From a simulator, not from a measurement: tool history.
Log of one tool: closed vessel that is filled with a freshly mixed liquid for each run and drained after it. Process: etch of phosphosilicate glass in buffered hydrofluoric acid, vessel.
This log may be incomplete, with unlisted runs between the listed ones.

run  hour  temperature setpoint of the liquid (°C)  parts of 40 % ammonium fluoride to one part of 49 % hydrofluoric acid (parts by volume)  time in the liquid (s)  thickness taken off the phosphosilicate glass on a monitor wafer (angstrom)
  1     0                                       22                                                                                       15                      30                                                                       664.97
  2   4.3                                       19                                                                                       15                      30                                                                       569.82
  3   7.6                                       19                                                                                     17.5                      30                                                                       485.66
  4  15.4                                       22                                                                                     15.5                      30                                                                       656.52
  5  21.4                                       22                                                                                       11                      30                                                                       906.94
  6  29.7                                     23.5                                                                                       11                      30                                                                       997.26
  7  36.8                                     24.5                                                                                       11                      30                                                                       1053.6
  8  40.3                                     25.5                                                                                       11                      30                                                                       1107.8
  9  41.2                                       26                                                                                       11                      30                                                                       1130.1
 10  49.3                                     26.5                                                                                       11                      30                                                                       1170.7
 11  52.3                                       27                                                                                       11                      30                                                                       1188.2
 12    57                                     27.5                                                                                       11                      30                                                                       1218.8

Run 13 has not been measured yet. What should we expect?
 13  61.1                                     27.5                                                                                       11                      30                                                                            ?

{"run 13": {"thickness taken off the phosphosilicate glass on a monitor wafer (angstrom)": 1211.1}}
